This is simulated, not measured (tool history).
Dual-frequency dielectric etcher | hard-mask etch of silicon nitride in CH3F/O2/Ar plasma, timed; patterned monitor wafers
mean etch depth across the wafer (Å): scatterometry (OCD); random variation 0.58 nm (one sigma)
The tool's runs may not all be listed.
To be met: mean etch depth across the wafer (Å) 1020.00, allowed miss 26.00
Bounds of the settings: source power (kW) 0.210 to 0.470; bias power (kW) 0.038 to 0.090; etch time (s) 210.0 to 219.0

run,day,source power (kW),bias power (kW),etch time (s),mean etch depth across the wafer (Å)
1,0.000,0.340,0.064,210.0,1228.60
2,0.221,0.300,0.060,210.0,1145.40
3,0.358,0.300,0.060,219.0,1194.10
4,0.417,0.300,0.060,210.0,1148.20
5,0.767,0.350,0.060,210.0,1214.90
6,1.079,0.350,0.060,219.0,1256.50
7,1.300,0.320,0.055,217.5,1183.40
8,1.329,0.290,0.052,216.5,1119.40
9,1.658,0.230,0.046,215.0,974.14
10,1.829,0.240,0.046,215.0,981.63
11,2.054,0.240,0.046,215.0,985.88

4 next moves are on the table. One of them brings every result within its allowed miss. Which?
A,2.279,0.210,0.057,210.0,?
B,2.279,0.210,0.050,219.0,?
C,2.279,0.250,0.049,217.0,?
D,2.279,0.210,0.051,210.0,?

move,mean etch depth across the wafer (Å)
A,977.23
B,976.83
C,1032.60
D,942.62
A: further off than the last run
B: further off than the last run
C: meets every target
D: further off than the last run
Answer: C
